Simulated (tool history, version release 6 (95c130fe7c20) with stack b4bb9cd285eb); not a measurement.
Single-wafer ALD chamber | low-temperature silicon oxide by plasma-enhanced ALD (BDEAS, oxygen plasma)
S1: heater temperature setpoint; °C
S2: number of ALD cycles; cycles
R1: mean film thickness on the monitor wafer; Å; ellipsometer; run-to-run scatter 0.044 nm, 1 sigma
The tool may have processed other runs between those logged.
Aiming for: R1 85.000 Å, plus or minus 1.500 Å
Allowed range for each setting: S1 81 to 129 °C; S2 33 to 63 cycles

run    day   S1  S2      R1
  1  0.000  105  48  70.106
  2  0.071  104  50  73.248
  3  0.362  103  52  75.800
  4  0.492  107  52  75.492
  5  0.788  106  53  76.095
  6  0.929  106  46  66.872
  7  1.200  103  48  70.083
  8  1.321  102  50  73.407
  9  1.367   99  51  74.520
 10  1.438   99  53  78.062
 11  1.721   98  54  80.112
 12  1.925   96  54  80.883
 13  2.004   94  54  80.786
 14  2.067   93  54  81.326
 15  2.229   92  54  80.904

Which one of the following 5 next-run settings gets every result inside its allowed miss? There is exactly one.
  A  2.392  85  57   ?
  B  2.392  95  57   ?
  C  2.392  89  58   ?
  D  2.392  86  57   ?
  E  2.392  82  57   ?

move      R1
   A  89.408
   B  85.950
   C  89.569
   D  89.062
   E  90.445
A: takes the biggest miss from the last run beyond its target
B: all results in spec
C: takes the biggest miss from the last run beyond its target
D: takes the biggest miss from the last run beyond its target
E: takes the biggest miss from the last run beyond its target
Answer: B
